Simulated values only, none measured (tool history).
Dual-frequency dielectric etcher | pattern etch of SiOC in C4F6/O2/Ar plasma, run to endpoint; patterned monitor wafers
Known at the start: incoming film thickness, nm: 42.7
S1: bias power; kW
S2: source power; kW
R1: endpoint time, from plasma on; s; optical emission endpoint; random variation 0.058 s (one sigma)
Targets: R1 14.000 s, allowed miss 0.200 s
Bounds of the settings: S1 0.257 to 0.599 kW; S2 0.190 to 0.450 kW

run	hour	S1	S2	R1
1	0.0	0.428	0.320	16.060
2	7.3	0.445	0.320	15.907
3	16.0	0.375	0.320	16.954
4	16.8	0.375	0.370	16.270
5	18.1	0.343	0.370	16.646
6	20.1	0.343	0.340	17.105
7	25.2	0.368	0.340	16.643
8	29.4	0.454	0.350	15.337
9	30.8	0.465	0.350	15.150

4 next moves are on the table. One of them brings every result within its allowed miss. Which?
A	32.2	0.551	0.420	?
B	32.2	0.401	0.310	?
C	32.2	0.531	0.390	?
D	32.2	0.533	0.450	?

move	R1
A	13.583
B	16.576
C	14.054
D	13.498
A: takes the result that was furthest off past its target
B: further off than the last run
C: meets every target
D: takes the result that was furthest off past its target
Move C is the one to make.
